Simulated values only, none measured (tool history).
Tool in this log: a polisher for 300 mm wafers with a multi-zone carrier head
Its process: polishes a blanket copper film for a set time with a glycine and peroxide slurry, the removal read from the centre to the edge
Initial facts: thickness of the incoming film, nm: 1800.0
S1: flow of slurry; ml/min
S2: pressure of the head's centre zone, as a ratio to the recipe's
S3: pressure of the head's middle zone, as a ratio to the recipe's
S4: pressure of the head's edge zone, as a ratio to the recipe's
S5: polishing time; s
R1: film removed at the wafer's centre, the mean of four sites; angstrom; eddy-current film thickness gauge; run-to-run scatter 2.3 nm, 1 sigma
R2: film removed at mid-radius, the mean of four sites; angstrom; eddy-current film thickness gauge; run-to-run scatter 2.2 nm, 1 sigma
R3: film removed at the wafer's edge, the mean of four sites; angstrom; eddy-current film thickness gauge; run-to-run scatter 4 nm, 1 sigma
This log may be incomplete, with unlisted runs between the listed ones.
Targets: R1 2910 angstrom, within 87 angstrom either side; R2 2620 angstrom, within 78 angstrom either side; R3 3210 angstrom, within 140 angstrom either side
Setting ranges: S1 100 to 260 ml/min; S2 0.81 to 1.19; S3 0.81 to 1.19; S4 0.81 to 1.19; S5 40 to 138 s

Run 1, day 0: S1 165 ml/min, S2 1, S3 1, S4 1, S5 88 s. Result: R1 4432.5 angstrom, R2 4357.5 angstrom, R3 4453.3 angstrom.
Run 2, day 0.171: S1 165 ml/min, S2 1, S3 1.05, S4 1, S5 88 s. Result: R1 4376.2 angstrom, R2 4565.6 angstrom, R3 4458.5 angstrom.
Run 3, day 0.275: S1 165 ml/min, S2 1, S3 1.05, S4 1, S5 74 s. Result: R1 3676.1 angstrom, R2 3855.5 angstrom, R3 3709.2 angstrom.
Run 4, day 0.433: S1 165 ml/min, S2 1, S3 1.05, S4 0.93, S5 74 s. Result: R1 3691 angstrom, R2 3780.4 angstrom, R3 3657.3 angstrom.
Run 5, day 0.488: S1 195 ml/min, S2 1, S3 1.05, S4 0.93, S5 74 s. Result: R1 3832.9 angstrom, R2 3903.1 angstrom, R3 3684.2 angstrom.
Run 6, day 0.725: S1 185 ml/min, S2 0.98, S3 1.01, S4 0.93, S5 72 s. Result: R1 3664.9 angstrom, R2 3694.2 angstrom, R3 3576.3 angstrom.
Run 7, day 0.842: S1 170 ml/min, S2 0.98, S3 0.98, S4 0.96, S5 70 s. Result: R1 3446.8 angstrom, R2 3430.1 angstrom, R3 3490.5 angstrom.
Run 8, day 1.058: S1 160 ml/min, S2 0.97, S3 0.95, S4 0.96, S5 69 s. Result: R1 3363.1 angstrom, R2 3252.6 angstrom, R3 3452.3 angstrom.
Run 9, day 1.179: S1 115 ml/min, S2 0.89, S3 0.85, S4 0.92, S5 64 s. Result: R1 2547.1 angstrom, R2 2529 angstrom, R3 2964 angstrom.
Run 10, day 1.321: S1 120 ml/min, S2 0.9, S3 0.84, S4 0.93, S5 64 s. Result: R1 2605.7 angstrom, R2 2574.8 angstrom, R3 2993 angstrom.
Run 11, day 1.362: S1 125 ml/min, S2 0.91, S3 0.84, S4 0.95, S5 64 s. Result: R1 2702.2 angstrom, R2 2571.5 angstrom, R3 2941.1 angstrom.
Run 12, day 1.65: S1 120 ml/min, S2 0.91, S3 0.84, S4 0.94, S5 65 s. Result: R1 2734.7 angstrom, R2 2584.9 angstrom, R3 3039.6 angstrom.
Run 13, day 2.017: S1 120 ml/min, S2 0.91, S3 0.84, S4 0.95, S5 65 s. Result: R1 2723.4 angstrom, R2 2572 angstrom, R3 3028.6 angstrom.
Run 14, day 2.379: S1 120 ml/min, S2 0.91, S3 0.84, S4 0.97, S5 65 s. Result: R1 2688.3 angstrom, R2 2586.9 angstrom, R3 3030.9 angstrom.
Run 15, day 2.629: S1 145 ml/min, S2 0.97, S3 0.81, S4 1.06, S5 66 s. Result: R1 3134.3 angstrom, R2 2666.2 angstrom, R3 3288.9 angstrom.
Run 16, day 2.871: S1 140 ml/min, S2 0.97, S3 0.81, S4 1.06, S5 66 s. Result: R1 3076.1 angstrom, R2 2664 angstrom, R3 3323.2 angstrom.
Run 17, day 2.921: S1 115 ml/min, S2 0.95, S3 0.82, S4 1.02, S5 65 s. Result: R1 2759.2 angstrom, R2 2499.5 angstrom, R3 3141.3 angstrom.

5 next moves are on the table. One of them brings every result within its allowed miss. Which?
Run A, day 2.971: S1 100 ml/min, S2 0.97, S3 0.89, S4 1.16, S5 63 s. Result: R1 ?, R2 ?, R3 ?.
Run B, day 2.971: S1 100 ml/min, S2 0.91, S3 0.84, S4 0.98, S5 69 s. Result: R1 ?, R2 ?, R3 ?.
Run C, day 2.971: S1 195 ml/min, S2 1.08, S3 0.81, S4 0.91, S5 57 s. Result: R1 ?, R2 ?, R3 ?.
Run D, day 2.971: S1 185 ml/min, S2 0.92, S3 0.81, S4 1.03, S5 62 s. Result: R1 ?, R2 ?, R3 ?.
Run E, day 2.971: S1 100 ml/min, S2 1, S3 0.81, S4 1.01, S5 68 s. Result: R1 ?, R2 ?, R3 ?.

move      R1      R2      R3
   A    2630  2531.3  3152.3
   B  2699.9  2644.9  3214.7
   C    3180  2489.1  2889.1
   D  2914.8  2686.1  3283.1
   E  2925.5  2528.9  3208.9
A: the biggest miss grows against the last run
B: the biggest miss grows against the last run
C: moves the result that the last run missed by most past its target, out the other side
D: all results land within tolerance of their targets
E: the furthest-off result lands on target, but another misses its tolerance
Correct choice: D, which meets every target
